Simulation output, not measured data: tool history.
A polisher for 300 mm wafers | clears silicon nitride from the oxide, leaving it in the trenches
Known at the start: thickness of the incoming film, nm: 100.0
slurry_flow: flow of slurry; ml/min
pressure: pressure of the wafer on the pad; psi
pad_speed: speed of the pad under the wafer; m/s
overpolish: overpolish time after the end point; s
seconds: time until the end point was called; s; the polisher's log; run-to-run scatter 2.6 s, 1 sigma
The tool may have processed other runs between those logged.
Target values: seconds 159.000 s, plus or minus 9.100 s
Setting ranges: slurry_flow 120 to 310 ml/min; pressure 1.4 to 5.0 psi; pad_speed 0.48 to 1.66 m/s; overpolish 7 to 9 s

run  hour  slurry_flow  pressure  pad_speed  overpolish  seconds
  1   0.0          200       3.2       1.06           9  106.110
  2   2.6          200       3.2       1.32           9   86.227
  3   3.8          200       3.2       1.06           9  107.000
  4   8.4          200       3.2       1.06           7  107.330
  5  13.4          160       3.2       1.06           7  113.850
  6  14.0          160       2.6       1.06           7  132.020
  7  15.4          160       2.4       1.06           7  140.950
  8  21.0          160       2.3       1.06           7  146.000

Next run, 5 choices. One meets every target within its allowed miss, the rest don't. Which?
  A  26.6          175       2.6       1.08           9        ?
  B  26.6          180       2.4       1.12           9        ?
  C  26.6          215       2.4       1.10           9        ?
  D  26.6          155       1.9       1.16           7        ?
  E  26.6          165       2.1       1.18           7        ?

move  seconds
   A  126.630
   B  130.800
   C  129.910
   D  159.170
   E  141.900
A: its largest miss is bigger than the last run's
B: its largest miss is bigger than the last run's
C: its largest miss is bigger than the last run's
D: hits every target within its allowed miss
E: its largest miss is bigger than the last run's
Move D is the one to make.
